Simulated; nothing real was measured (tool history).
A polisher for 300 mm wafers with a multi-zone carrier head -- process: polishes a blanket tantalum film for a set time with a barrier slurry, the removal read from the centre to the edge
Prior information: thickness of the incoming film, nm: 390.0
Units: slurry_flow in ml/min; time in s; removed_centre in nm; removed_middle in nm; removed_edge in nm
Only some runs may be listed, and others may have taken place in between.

Run 1, day 0.000: slurry_flow 270 ml/min, centre_zone 1.00, middle_zone 1.00, edge_zone 1.00, slurry_solids 1.00, time 90 s. Result: removed_centre 103.87 nm, removed_middle 107.46 nm, removed_edge 106.90 nm.
Run 2, day 0.108: slurry_flow 270 ml/min, centre_zone 1.00, middle_zone 0.99, edge_zone 1.03, slurry_solids 1.05, time 90 s. Result: removed_centre 107.05 nm, removed_middle 109.83 nm, removed_edge 110.02 nm.
Run 3, day 0.400: slurry_flow 270 ml/min, centre_zone 0.98, middle_zone 0.97, edge_zone 1.05, slurry_solids 1.10, time 91 s. Result: removed_centre 109.03 nm, removed_middle 109.60 nm, removed_edge 114.56 nm.
Run 4, day 0.562: slurry_flow 270 ml/min, centre_zone 0.97, middle_zone 0.97, edge_zone 1.07, slurry_solids 1.15, time 91 s. Result: removed_centre 108.56 nm, removed_middle 112.19 nm, removed_edge 114.59 nm.
Run 5, day 0.783: slurry_flow 330 ml/min, centre_zone 0.97, middle_zone 0.97, edge_zone 1.07, slurry_solids 1.15, time 91 s. Result: removed_centre 110.87 nm, removed_middle 113.89 nm, removed_edge 115.41 nm.
Run 6, day 1.133: slurry_flow 330 ml/min, centre_zone 0.97, middle_zone 0.97, edge_zone 1.00, slurry_solids 1.15, time 91 s. Result: removed_centre 112.45 nm, removed_middle 114.11 nm, removed_edge 113.70 nm.
Run 7, day 1.208: slurry_flow 315 ml/min, centre_zone 0.95, middle_zone 0.95, edge_zone 1.02, slurry_solids 1.20, time 92 s. Result: removed_centre 111.27 nm, removed_middle 115.58 nm, removed_edge 118.14 nm.
Run 8, day 1.458: slurry_flow 310 ml/min, centre_zone 0.94, middle_zone 0.93, edge_zone 1.03, slurry_solids 1.25, time 93 s. Result: removed_centre 110.76 nm, removed_middle 112.74 nm, removed_edge 121.37 nm.
Run 9, day 1.538: slurry_flow 305 ml/min, centre_zone 0.94, middle_zone 0.92, edge_zone 1.03, slurry_solids 1.30, time 94 s. Result: removed_centre 110.57 nm, removed_middle 114.03 nm, removed_edge 124.35 nm.

Run 10 has not been measured yet. What should we expect?
Run 10, day 1.829: slurry_flow 305 ml/min, centre_zone 0.94, middle_zone 0.92, edge_zone 1.04, slurry_solids 1.35, time 94 s. Result: removed_centre ?, removed_middle ?, removed_edge ?.

removed_centre: 112.74 nm
removed_middle: 115.28 nm
removed_edge: 123.85 nm

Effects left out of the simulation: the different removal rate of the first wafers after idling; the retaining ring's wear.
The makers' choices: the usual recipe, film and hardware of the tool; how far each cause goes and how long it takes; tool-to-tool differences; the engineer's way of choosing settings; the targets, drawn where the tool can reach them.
